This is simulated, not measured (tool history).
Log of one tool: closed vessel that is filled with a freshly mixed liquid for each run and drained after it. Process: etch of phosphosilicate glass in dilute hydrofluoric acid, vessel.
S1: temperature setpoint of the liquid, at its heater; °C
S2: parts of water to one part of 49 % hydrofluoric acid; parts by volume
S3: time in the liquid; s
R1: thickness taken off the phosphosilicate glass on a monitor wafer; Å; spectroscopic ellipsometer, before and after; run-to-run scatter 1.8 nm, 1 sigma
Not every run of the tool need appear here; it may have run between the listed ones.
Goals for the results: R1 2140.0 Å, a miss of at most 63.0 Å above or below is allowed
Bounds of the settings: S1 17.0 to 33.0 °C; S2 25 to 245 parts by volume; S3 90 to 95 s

run  hour    S1   S2  S3      R1
  1   0.0  25.0  135  90  1226.2
  2   6.2  26.0  135  90  1277.1
  3   9.7  26.0  135  95  1364.0
  4  12.9  27.0  130  95  1474.3
  5  15.0  28.0  125  95  1582.1
  6  21.0  30.5  125  95  1721.5
  7  25.8  31.0  120  95  1866.9
     33.4  -- thermometer replaced
  8  33.4  33.0  115  95  2013.4

Of the 5 settings listed for the next run, only one would bring every result within its allowed miss of target. Which one?
  A  41.0  32.5  110  90   ?
  B  41.0  32.5  115  95   ?
  C  41.0  32.0  105  95   ?
  D  41.0  31.5  105  90   ?
  E  41.0  30.5   90  90   ?

move      R1
   A  1973.4
   B  1977.9
   C  2158.6
   D  2007.8
   E  2306.5
A: the biggest miss grows against the last run
B: the biggest miss grows against the last run
C: every result lands within tolerance
D: roughly where the last run was
E: takes the biggest miss from the last run beyond its target
C is the move that brings every result within its allowed miss.
